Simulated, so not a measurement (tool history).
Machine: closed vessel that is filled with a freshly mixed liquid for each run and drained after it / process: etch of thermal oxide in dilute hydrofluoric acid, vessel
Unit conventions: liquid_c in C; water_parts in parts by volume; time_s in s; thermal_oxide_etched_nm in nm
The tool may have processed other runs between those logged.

run 1 day=0 | liquid_c=20 water_parts=155 time_s=475 | thermal_oxide_etched_nm=9.5229
run 2 day=0.338 | liquid_c=19.5 water_parts=160 time_s=475 | thermal_oxide_etched_nm=9.035
run 3 day=0.671 | liquid_c=19.5 water_parts=160 time_s=375 | thermal_oxide_etched_nm=7.0882
run 4 day=0.767 | liquid_c=19 water_parts=160 time_s=375 | thermal_oxide_etched_nm=7.0871
-- day=0.788 hydrofluoric acid flow meter replaced
run 5 day=0.788 | liquid_c=18.5 water_parts=160 time_s=375 | thermal_oxide_etched_nm=7.9736
run 6 day=1.096 | liquid_c=19.5 water_parts=160 time_s=375 | thermal_oxide_etched_nm=8.1831
run 7 day=1.208 | liquid_c=19 water_parts=165 time_s=375 | thermal_oxide_etched_nm=7.8796
run 8 day=1.371 | liquid_c=17 water_parts=195 time_s=375 | thermal_oxide_etched_nm=5.9509

The next listed run, before its measurement:
run 9 day=1.642 | liquid_c=17.5 water_parts=195 time_s=375 | thermal_oxide_etched_nm=?

Run 9 yielded thermal_oxide_etched_nm 6.0472 nm.
